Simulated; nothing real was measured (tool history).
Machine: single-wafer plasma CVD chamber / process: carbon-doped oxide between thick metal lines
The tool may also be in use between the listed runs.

| run | day | heater temperature setpoint (°C) | chamber pressure (Torr) | RF power (W) | deposition time (s) | mean film thickness on the monitor wafer (angstrom) |
|---|---|---|---|---|---|---|
| 1 | 0.000 | 350 | 5.97 | 415 | 161 | 7270.6 |
| 2 | 0.171 | 350 | 5.97 | 415 | 153 | 6947.8 |
| 3 | 0.304 | 344 | 5.97 | 415 | 153 | 7022.7 |
| 4 | 0.496 | 346 | 5.48 | 385 | 153 | 6500.1 |
| 5 | 0.821 | 346 | 5.48 | 360 | 153 | 6142.5 |
| 6 | 1.138 | 348 | 5.02 | 355 | 153 | 5961.7 |
| 7 | 1.221 | 350 | 4.77 | 355 | 153 | 5870.6 |
| 8 | 1.338 | 352 | 4.62 | 355 | 153 | 5799.7 |
| 9 | 1.392 | 353 | 4.54 | 355 | 153 | 5773.0 |

For run 10, what comes out?
| 10 | 1.529 | 354 | 4.47 | 355 | 153 | ? |

Run 10 produced mean film thickness on the monitor wafer (angstrom) 5773.0.
